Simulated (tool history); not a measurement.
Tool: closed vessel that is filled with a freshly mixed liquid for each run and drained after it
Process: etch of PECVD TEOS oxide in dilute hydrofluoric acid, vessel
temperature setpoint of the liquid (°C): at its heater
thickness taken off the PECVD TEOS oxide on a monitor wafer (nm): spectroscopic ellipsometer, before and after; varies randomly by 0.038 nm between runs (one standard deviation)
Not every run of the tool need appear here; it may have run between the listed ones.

| run | hour | temperature setpoint of the liquid (°C) | parts of water to one part of 49 % hydrofluoric acid (parts by volume) | time in the liquid (s) | thickness taken off the PECVD TEOS oxide on a monitor wafer (nm) |
|---|---|---|---|---|---|
| 1 | 0.0 | 25.0 | 185 | 130 | 8.6149 |
| 2 | 5.5 | 25.0 | 185 | 90 | 6.0039 |
| 3 | 11.1 | 24.5 | 185 | 90 | 5.9400 |
| 4 | 12.1 | 24.0 | 185 | 90 | 5.8941 |
| 5 | 13.2 | 23.5 | 185 | 90 | 5.7338 |
| 6 | 14.8 | 23.5 | 185 | 130 | 8.0828 |
| 7 | 18.4 | 23.5 | 195 | 130 | 7.6724 |

What does the tool deliver on the next run?
| 8 | 22.8 | 19.5 | 215 | 130 | ? |

Run 8 measured thickness taken off the PECVD TEOS oxide on a monitor wafer (nm) 5.9564.
